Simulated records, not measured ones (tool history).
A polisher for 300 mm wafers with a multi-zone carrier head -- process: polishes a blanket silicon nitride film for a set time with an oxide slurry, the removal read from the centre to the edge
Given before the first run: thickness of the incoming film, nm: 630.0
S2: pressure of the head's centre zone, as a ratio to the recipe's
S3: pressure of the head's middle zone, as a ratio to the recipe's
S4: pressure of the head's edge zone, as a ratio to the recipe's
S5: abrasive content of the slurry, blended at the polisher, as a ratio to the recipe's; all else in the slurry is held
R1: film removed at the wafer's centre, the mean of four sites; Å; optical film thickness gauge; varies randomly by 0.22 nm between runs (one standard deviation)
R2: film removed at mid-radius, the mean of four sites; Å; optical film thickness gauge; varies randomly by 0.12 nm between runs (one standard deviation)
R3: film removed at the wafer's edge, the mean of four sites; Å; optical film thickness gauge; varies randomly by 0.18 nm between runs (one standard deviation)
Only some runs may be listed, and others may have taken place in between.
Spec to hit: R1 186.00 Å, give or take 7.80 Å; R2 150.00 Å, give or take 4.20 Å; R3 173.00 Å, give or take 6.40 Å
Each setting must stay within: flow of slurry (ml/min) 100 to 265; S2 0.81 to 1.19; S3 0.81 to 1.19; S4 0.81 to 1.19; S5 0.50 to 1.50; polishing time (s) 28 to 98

Run 1, hour 0.0: flow of slurry (ml/min) 170, S2 1.00, S3 1.00, S4 1.00, S5 1.00, polishing time (s) 63. Result: R1 393.94 Å, R2 394.79 Å, R3 404.80 Å.
Run 2, hour 7.2: flow of slurry (ml/min) 170, S2 1.00, S3 1.00, S4 1.04, S5 1.00, polishing time (s) 63. Result: R1 389.54 Å, R2 388.28 Å, R3 406.16 Å.
Run 3, hour 12.1: flow of slurry (ml/min) 145, S2 1.00, S3 1.00, S4 1.04, S5 1.00, polishing time (s) 63. Result: R1 382.38 Å, R2 382.65 Å, R3 391.48 Å.
Run 4, hour 13.1: flow of slurry (ml/min) 145, S2 1.00, S3 1.00, S4 1.04, S5 1.00, polishing time (s) 78. Result: R1 470.08 Å, R2 469.15 Å, R3 482.15 Å.
Run 5, hour 14.6: flow of slurry (ml/min) 135, S2 1.01, S3 0.95, S4 1.01, S5 0.90, polishing time (s) 66. Result: R1 378.72 Å, R2 357.72 Å, R3 392.89 Å.
Run 6, hour 22.5: flow of slurry (ml/min) 135, S2 1.01, S3 0.95, S4 1.01, S5 0.90, polishing time (s) 54. Result: R1 308.56 Å, R2 296.90 Å, R3 318.02 Å.
Run 7, hour 26.0: flow of slurry (ml/min) 125, S2 1.04, S3 0.93, S4 1.00, S5 0.80, polishing time (s) 48. Result: R1 261.96 Å, R2 240.07 Å, R3 266.14 Å.
Run 8, hour 34.6: flow of slurry (ml/min) 120, S2 1.06, S3 0.92, S4 0.98, S5 0.75, polishing time (s) 45. Result: R1 234.86 Å, R2 211.17 Å, R3 234.51 Å.
Run 9, hour 41.2: flow of slurry (ml/min) 115, S2 1.07, S3 0.90, S4 0.95, S5 0.70, polishing time (s) 44. Result: R1 223.27 Å, R2 196.06 Å, R3 216.30 Å.
Run 10, hour 50.0: flow of slurry (ml/min) 100, S2 1.09, S3 0.81, S4 0.91, S5 0.50, polishing time (s) 39. Result: R1 164.26 Å, R2 126.41 Å, R3 150.61 Å.
Run 11, hour 58.5: flow of slurry (ml/min) 120, S2 1.08, S3 0.82, S4 0.92, S5 0.50, polishing time (s) 39. Result: R1 170.04 Å, R2 135.17 Å, R3 162.80 Å.
Run 12, hour 67.3: flow of slurry (ml/min) 130, S2 1.09, S3 0.83, S4 0.91, S5 0.50, polishing time (s) 39. Result: R1 177.03 Å, R2 143.09 Å, R3 160.77 Å.
Run 13, hour 74.8: flow of slurry (ml/min) 135, S2 1.09, S3 0.83, S4 0.92, S5 0.50, polishing time (s) 39. Result: R1 173.37 Å, R2 140.88 Å, R3 160.26 Å.
Run 14, hour 76.6: flow of slurry (ml/min) 140, S2 1.10, S3 0.83, S4 0.94, S5 0.50, polishing time (s) 39. Result: R1 181.35 Å, R2 143.59 Å, R3 166.84 Å.

Which of these 4 next moves meets every target?
Run A, hour 78.4: flow of slurry (ml/min) 140, S2 1.12, S3 0.87, S4 0.88, S5 0.60, polishing time (s) 34. Result: R1 ?, R2 ?, R3 ?.
Run B, hour 78.4: flow of slurry (ml/min) 145, S2 1.09, S3 0.83, S4 0.95, S5 0.55, polishing time (s) 38. Result: R1 ?, R2 ?, R3 ?.
Run C, hour 78.4: flow of slurry (ml/min) 110, S2 1.14, S3 0.81, S4 0.91, S5 0.55, polishing time (s) 38. Result: R1 ?, R2 ?, R3 ?.
Run D, hour 78.4: flow of slurry (ml/min) 135, S2 1.19, S3 0.84, S4 0.87, S5 0.50, polishing time (s) 40. Result: R1 ?, R2 ?, R3 ?.

move      R1      R2      R3
   A  177.31  143.67  152.66
   B  185.98  149.02  169.57
   C  178.65  136.39  158.24
   D  197.26  147.55  160.59
A: further off than the last run
B: in spec on every target
C: further off than the last run
D: the worst result of the last run now meets its target, but another is out of spec
Correct choice: B, which meets every target
